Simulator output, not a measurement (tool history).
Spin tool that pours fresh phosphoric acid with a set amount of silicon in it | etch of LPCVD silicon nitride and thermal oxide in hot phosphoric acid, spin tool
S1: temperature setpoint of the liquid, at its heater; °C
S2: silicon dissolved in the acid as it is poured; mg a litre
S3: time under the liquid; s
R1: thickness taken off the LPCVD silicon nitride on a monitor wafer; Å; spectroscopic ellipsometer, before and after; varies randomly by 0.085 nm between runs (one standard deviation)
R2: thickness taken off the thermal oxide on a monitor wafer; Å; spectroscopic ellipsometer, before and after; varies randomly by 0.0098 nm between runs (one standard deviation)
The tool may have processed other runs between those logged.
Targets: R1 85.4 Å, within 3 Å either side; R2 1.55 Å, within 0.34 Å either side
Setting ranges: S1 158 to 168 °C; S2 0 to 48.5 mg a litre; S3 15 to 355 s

run,hour,S1,S2,S3,R1,R2
1,0,163,21.5,180,166.7,4.2894
2,7.9,162.5,23,160,146.24,3.3117
3,8.9,162,23,145,131.03,2.9558
4,12,161,23,145,127.62,2.6897
5,19.1,160.5,23,135,114.97,2.227
6,20.6,160.5,23,75,63.222,1.3052
7,24.5,161,25,80,69.879,1.4345
8,32.5,161.5,27,85,74.627,1.4322
9,33.2,162,28,85,74.821,1.4974
10,37.8,162,29,85,75.897,1.222
# hour 42.7: dissolved silicon flow meter replaced
11,42.7,162.5,29,85,78.271,1.3253
12,44.3,163,29,85,78.28,1.3888
13,49.5,164.5,30.5,100,98.542,1.7488
14,52.2,164,30,100,94.758,1.8508
15,56.2,163.5,30,100,95.256,1.6207
16,63,163.5,30,100,94.212,1.6576
17,66.9,163,29.5,100,91.676,1.5092
18,70.1,163,29,100,91.484,1.4909
19,73.2,163,28.5,100,93.581,1.6578
20,78.7,162.5,28,100,92.007,1.6643
21,85.2,162,27.5,100,91.65,1.6994

Consider the 5 candidate settings below. Which is the only one whose results all fall within their allowed miss of target?
A,91.7,161.5,35.5,90,?,?
B,91.7,162,25,95,?,?
C,91.7,161,35.5,90,?,?
D,91.7,160,38,90,?,?
E,91.7,162.5,36,85,?,?

move,R1,R2
A,79.455,0.94309
B,85.278,1.5888
C,78.139,0.90898
D,75.564,0.73597
E,77.58,0.93397
A: takes the result that was furthest off past its target
B: all results in spec
C: takes the result that was furthest off past its target
D: takes the result that was furthest off past its target
E: takes the result that was furthest off past its target
Correct choice: B, which meets every target
